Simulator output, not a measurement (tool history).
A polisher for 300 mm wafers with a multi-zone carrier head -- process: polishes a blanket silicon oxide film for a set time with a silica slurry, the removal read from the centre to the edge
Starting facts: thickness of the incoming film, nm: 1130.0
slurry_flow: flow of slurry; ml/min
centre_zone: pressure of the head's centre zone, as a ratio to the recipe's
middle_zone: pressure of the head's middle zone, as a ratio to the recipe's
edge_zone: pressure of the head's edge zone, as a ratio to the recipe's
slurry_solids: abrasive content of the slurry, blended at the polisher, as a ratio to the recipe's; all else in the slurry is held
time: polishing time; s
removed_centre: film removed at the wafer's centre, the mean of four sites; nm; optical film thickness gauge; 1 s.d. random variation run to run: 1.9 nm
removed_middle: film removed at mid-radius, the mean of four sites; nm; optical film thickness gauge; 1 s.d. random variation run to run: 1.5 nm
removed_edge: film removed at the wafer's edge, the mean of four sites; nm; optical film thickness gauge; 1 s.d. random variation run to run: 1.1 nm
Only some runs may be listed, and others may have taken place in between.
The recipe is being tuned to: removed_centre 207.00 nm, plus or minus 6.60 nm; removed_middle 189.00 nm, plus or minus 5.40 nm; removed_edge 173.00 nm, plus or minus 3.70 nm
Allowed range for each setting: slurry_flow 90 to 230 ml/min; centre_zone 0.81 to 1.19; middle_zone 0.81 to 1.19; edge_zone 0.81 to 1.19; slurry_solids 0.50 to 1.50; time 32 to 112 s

run  hour  slurry_flow  centre_zone  middle_zone  edge_zone  slurry_solids  time  removed_centre  removed_middle  removed_edge
  1   0.0          150         1.00         1.00       1.00           1.00    72          152.36          148.82        148.78
  2   5.4          150         1.00         1.08       1.00           1.00    72          148.54          160.71        149.61
  3  12.5          130         1.00         1.08       1.00           1.00    72          146.52          153.85        148.06
  4  16.2          130         1.00         1.08       1.00           1.00    59          118.57          126.29        119.84
  5  21.0          155         1.07         1.08       1.03           1.15    60          142.43          138.74        131.86
  6  23.4          155         1.07         1.11       1.03           1.15    60          139.05          142.96        132.94
  7  25.1          175         1.11         1.11       1.04           1.25    62          157.95          151.81        144.15
  8  30.4          190         1.14         1.13       1.03           1.35    64          173.20          166.34        152.47
  9  31.7          190         1.14         1.13       1.03           1.35    64          175.75          168.67        150.40
 10  35.3          200         1.16         1.13       1.05           1.40    65          184.92          172.13        156.80
 11  40.8          205         1.17         1.14       1.07           1.45    66          194.69          178.74        163.10
 12  48.6          210         1.17         1.15       1.09           1.45    67          196.69          185.93        169.50
 13  54.3          215         1.18         1.15       1.09           1.45    67          197.54          183.27        166.70

Which single option among these 4 for the next run brings every result within its allowed miss of target? Just one does.
  A  60.0          230         1.19         1.15       1.10           1.50    64               ?               ?             ?
  B  60.0          225         1.06         1.18       1.12           1.40    72               ?               ?             ?
  C  60.0          190         1.17         1.19       1.05           1.45    68               ?               ?             ?
  D  60.0          195         1.18         1.12       1.04           1.45    71               ?               ?             ?

move  removed_centre  removed_middle  removed_edge
   A          197.90          182.27        163.96
   B          193.90          205.31        182.18
   C          198.68          192.29        165.23
   D          210.09          191.32        172.41
A: lands further from the targets than the last run did
B: pushes the last run's worst result past its target
C: lands further from the targets than the last run did
D: meets every target
Correct choice: D, which meets every target
